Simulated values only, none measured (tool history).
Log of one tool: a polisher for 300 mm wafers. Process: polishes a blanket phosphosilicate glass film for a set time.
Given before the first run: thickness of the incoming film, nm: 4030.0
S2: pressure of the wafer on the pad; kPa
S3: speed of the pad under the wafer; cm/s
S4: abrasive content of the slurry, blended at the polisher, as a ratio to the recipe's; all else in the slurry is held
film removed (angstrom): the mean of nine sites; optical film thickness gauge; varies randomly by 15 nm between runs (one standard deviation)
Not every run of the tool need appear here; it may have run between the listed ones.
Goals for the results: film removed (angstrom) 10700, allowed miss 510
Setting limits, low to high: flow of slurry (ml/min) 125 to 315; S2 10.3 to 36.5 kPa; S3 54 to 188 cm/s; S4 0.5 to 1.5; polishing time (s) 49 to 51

Run 1, hour 0: flow of slurry (ml/min) 205, S2 23.4 kPa, S3 120 cm/s, S4 1, polishing time (s) 49. Result: film removed (angstrom) 6348.6.
Run 2, hour 7: flow of slurry (ml/min) 205, S2 23.4 kPa, S3 120 cm/s, S4 1.1, polishing time (s) 49. Result: film removed (angstrom) 6437.7.
Run 3, hour 13.4: flow of slurry (ml/min) 205, S2 26.2 kPa, S3 122 cm/s, S4 1.1, polishing time (s) 49. Result: film removed (angstrom) 7196.7.
Run 4, hour 17.7: flow of slurry (ml/min) 205, S2 28.3 kPa, S3 124 cm/s, S4 1.1, polishing time (s) 49. Result: film removed (angstrom) 7923.
Run 5, hour 24.4: flow of slurry (ml/min) 205, S2 29.6 kPa, S3 126 cm/s, S4 1.1, polishing time (s) 49. Result: film removed (angstrom) 7996.
Run 6, hour 28.7: flow of slurry (ml/min) 205, S2 34.5 kPa, S3 126 cm/s, S4 1.1, polishing time (s) 49. Result: film removed (angstrom) 9183.7.
Run 7, hour 30.8: flow of slurry (ml/min) 205, S2 35.2 kPa, S3 130 cm/s, S4 1.1, polishing time (s) 49. Result: film removed (angstrom) 10010.
Run 8, hour 35.8: flow of slurry (ml/min) 205, S2 35.2 kPa, S3 130 cm/s, S4 1.1, polishing time (s) 49. Result: film removed (angstrom) 10085.
Run 9, hour 38: flow of slurry (ml/min) 205, S2 35.9 kPa, S3 132 cm/s, S4 1.1, polishing time (s) 49. Result: film removed (angstrom) 9827.1.

Which one of the following 5 next-run settings gets every result inside its allowed miss? There is exactly one.
Run A, hour 40.2: flow of slurry (ml/min) 205, S2 36.5 kPa, S3 110 cm/s, S4 1.15, polishing time (s) 49. Result: film removed (angstrom) ?.
Run B, hour 40.2: flow of slurry (ml/min) 200, S2 36.5 kPa, S3 150 cm/s, S4 1.2, polishing time (s) 51. Result: film removed (angstrom) ?.
Run C, hour 40.2: flow of slurry (ml/min) 210, S2 35.9 kPa, S3 158 cm/s, S4 0.95, polishing time (s) 51. Result: film removed (angstrom) ?.
Run D, hour 40.2: flow of slurry (ml/min) 170, S2 35.9 kPa, S3 136 cm/s, S4 1.15, polishing time (s) 51. Result: film removed (angstrom) ?.
Run E, hour 40.2: flow of slurry (ml/min) 250, S2 35.2 kPa, S3 160 cm/s, S4 1.05, polishing time (s) 51. Result: film removed (angstrom) ?.

move  film removed (angstrom)
   A                   9348.5
   B                    12665
   C                    11734
   D                    11096
   E                    12422
A: misses by more than the last run did
B: takes the result that was furthest off past its target
C: takes the result that was furthest off past its target
D: all results land within tolerance of their targets
E: takes the result that was furthest off past its target
Go with D: it meets all targets.
